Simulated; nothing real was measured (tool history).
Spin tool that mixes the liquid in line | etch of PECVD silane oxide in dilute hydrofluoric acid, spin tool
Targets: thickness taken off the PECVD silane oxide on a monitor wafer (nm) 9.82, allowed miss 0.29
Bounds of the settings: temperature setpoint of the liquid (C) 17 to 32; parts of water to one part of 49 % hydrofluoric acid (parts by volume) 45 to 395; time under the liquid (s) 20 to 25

run,hour,temperature setpoint of the liquid (C),parts of water to one part of 49 % hydrofluoric acid (parts by volume),time under the liquid (s),thickness taken off the PECVD silane oxide on a monitor wafer (nm)
1,0,24,220,25,4.0399
2,6.1,26,190,25,5.1594
3,6.7,27.5,190,25,5.466
4,9.8,27.5,110,25,10.659
5,17.5,27.5,110,25,10.597
6,23.4,27.5,165,25,6.529
7,27.2,28,150,25,7.5052
8,34.7,28.5,140,25,8.3191

Which of these 5 next moves meets every target?
A,42.2,32,140,20,?
B,42.2,26.5,135,25,?
C,42.2,31,145,25,?
D,42.2,28.5,120,25,?
E,42.2,28.5,135,20,?

move,thickness taken off the PECVD silane oxide on a monitor wafer (nm)
A,7.5116
B,8.0145
C,8.6889
D,9.9075
E,6.9084
A: further off than the last run
B: further off than the last run
C: nearer than the last run, and not there yet
D: meets every target
E: further off than the last run
Move D is the one to make.
